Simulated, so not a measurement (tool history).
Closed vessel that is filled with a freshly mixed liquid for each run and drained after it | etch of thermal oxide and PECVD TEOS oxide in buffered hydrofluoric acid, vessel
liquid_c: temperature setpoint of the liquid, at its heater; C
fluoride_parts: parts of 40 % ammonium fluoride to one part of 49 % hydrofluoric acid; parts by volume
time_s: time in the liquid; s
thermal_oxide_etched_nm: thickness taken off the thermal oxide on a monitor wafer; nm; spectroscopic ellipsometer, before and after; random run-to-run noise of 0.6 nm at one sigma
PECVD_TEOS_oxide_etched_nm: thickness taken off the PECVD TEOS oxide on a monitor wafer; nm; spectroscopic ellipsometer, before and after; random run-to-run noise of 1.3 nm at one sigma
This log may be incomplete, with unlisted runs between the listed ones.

run,hour,liquid_c,fluoride_parts,time_s,thermal_oxide_etched_nm,PECVD_TEOS_oxide_etched_nm
1,0,23,11.5,60,54.757,114.35
2,6.9,23,11.5,40,36.723,76.076
3,10.9,20.5,11.5,40,31.984,66.25
4,17,20.5,13.5,40,27.312,56.954
5,22.1,20.5,11,40,33.317,69.251
6,28.4,23,10,40,41.458,87.302
7,29.5,24.5,9,40,48.623,101.97
8,31.9,26,8.5,40,55.845,117.25

For run 9, what comes out?
9,34.3,27,8,40,?,?

Run 9 yielded thermal_oxide_etched_nm 62.555 nm, PECVD_TEOS_oxide_etched_nm 129.85 nm.
